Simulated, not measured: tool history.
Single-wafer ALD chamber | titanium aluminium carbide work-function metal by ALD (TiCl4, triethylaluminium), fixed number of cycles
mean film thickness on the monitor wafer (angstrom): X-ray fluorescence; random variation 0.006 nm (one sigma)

run	day	heater temperature setpoint (K)	triethylaluminium pulse time (s)	mean film thickness on the monitor wafer (angstrom)
1	0	573.15	13.16	21.852
2	0.321	569.15	12.73	21.352
3	0.438	580.15	12.73	22.203
4	0.504	588.15	12.73	23.007
5	0.55	582.15	11.88	22.177
6	0.617	589.15	11.88	23.021
7	0.908	584.15	11.05	22.311
8	0.992	580.15	10.21	21.761

Forecast run 9:
9	1.125	577.15	9.54	?

{"run 9": {"mean film thickness on the monitor wafer (angstrom)": 21.102}}
